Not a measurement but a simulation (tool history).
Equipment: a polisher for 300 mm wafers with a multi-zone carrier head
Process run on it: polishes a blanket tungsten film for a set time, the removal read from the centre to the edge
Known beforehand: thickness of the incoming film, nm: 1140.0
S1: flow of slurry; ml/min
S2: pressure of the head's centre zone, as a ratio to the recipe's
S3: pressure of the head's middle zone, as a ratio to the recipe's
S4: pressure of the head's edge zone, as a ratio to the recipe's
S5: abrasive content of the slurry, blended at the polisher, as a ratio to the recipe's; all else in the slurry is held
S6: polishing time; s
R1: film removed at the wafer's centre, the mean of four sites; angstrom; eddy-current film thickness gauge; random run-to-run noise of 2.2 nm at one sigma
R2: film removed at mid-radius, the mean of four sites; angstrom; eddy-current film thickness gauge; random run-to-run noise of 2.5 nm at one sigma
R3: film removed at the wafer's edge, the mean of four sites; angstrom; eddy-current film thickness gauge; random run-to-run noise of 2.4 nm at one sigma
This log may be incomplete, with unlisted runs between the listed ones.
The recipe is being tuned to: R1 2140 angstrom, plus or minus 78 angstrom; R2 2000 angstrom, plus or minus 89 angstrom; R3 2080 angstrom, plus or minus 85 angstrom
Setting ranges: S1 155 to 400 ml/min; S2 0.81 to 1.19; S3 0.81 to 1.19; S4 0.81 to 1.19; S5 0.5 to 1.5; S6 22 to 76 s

run    day   S1    S2    S3    S4    S5  S6      R1      R2      R3
  1      0  255     1     1     1     1  49  2319.9  2379.8  2357.4
  2  0.129  255     1  0.99  0.99  0.95  49  2354.5  2355.4    2325
  3  0.421  255     1  0.99  0.99  0.95  53  2503.8  2532.6  2500.4
  4  0.733  255     1  0.99  0.99  0.95  47  2221.1  2252.2  2220.4
  5  0.954  255     1  0.98  0.99  0.95  47  2233.4  2161.7  2213.7
  6  1.317  255     1  0.98  0.98  0.95  47  2262.8  2236.1  2197.6
  7  1.521  255     1  0.97  0.98  0.95  47  2267.1  2193.1  2227.8
  8  1.721  245  0.99  0.95  0.97  0.85  47  2172.2  2145.2  2096.9

Consider the 5 candidate settings below. Which is the only one whose results all fall within their allowed miss of target?
  A  1.921  235  1.03  0.83  0.99     1  43   ?   ?   ?
  B  1.921  185  0.98  0.82  1.06  1.25  45   ?   ?   ?
  C  1.921  230  1.01  0.93  1.01   0.9  45   ?   ?   ?
  D  1.921  185  1.03  1.06  0.94  0.95  47   ?   ?   ?
  E  1.921  215  0.94  1.04  0.83  0.75  52   ?   ?   ?

move      R1      R2      R3
   A    2118  1758.9  2021.4
   B  2163.6  1854.5  2247.7
   C  2123.3  1964.9  2074.1
   D  2194.2  2242.3  2063.5
   E  2204.5  2364.4  2075.4
A: pushes the last run's worst result past its target
B: pushes the last run's worst result past its target
C: every result within its allowed miss
D: further off than the last run
E: further off than the last run
C is the move that brings every result within its allowed miss.
